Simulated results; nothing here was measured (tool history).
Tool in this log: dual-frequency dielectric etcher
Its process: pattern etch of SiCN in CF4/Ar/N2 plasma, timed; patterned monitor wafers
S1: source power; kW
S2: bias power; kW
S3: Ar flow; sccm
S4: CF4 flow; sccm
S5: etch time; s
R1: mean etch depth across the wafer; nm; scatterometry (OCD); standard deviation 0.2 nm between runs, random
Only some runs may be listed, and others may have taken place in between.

run,hour,S1,S2,S3,S4,S5,R1
1,0.0,0.550,0.052,139,43,104,75.374
2,8.2,0.550,0.052,139,47,104,77.369
3,14.0,0.550,0.052,155,47,104,76.185
4,16.3,0.550,0.052,155,40,104,73.398
5,24.6,0.550,0.052,155,43,104,74.689
6,27.9,0.580,0.052,155,43,104,77.348
7,29.9,0.610,0.052,155,43,104,79.847
8,31.5,0.630,0.052,155,43,104,81.213
9,39.3,0.650,0.052,155,43,104,82.953
10,44.3,0.660,0.052,155,43,104,84.101
11,50.0,0.670,0.052,155,43,104,84.375
12,52.1,0.680,0.052,155,43,104,85.501

Predict the results of run 13:
13,56.3,0.690,0.052,155,43,104,?

Run 13 gave R1 86.385 nm.
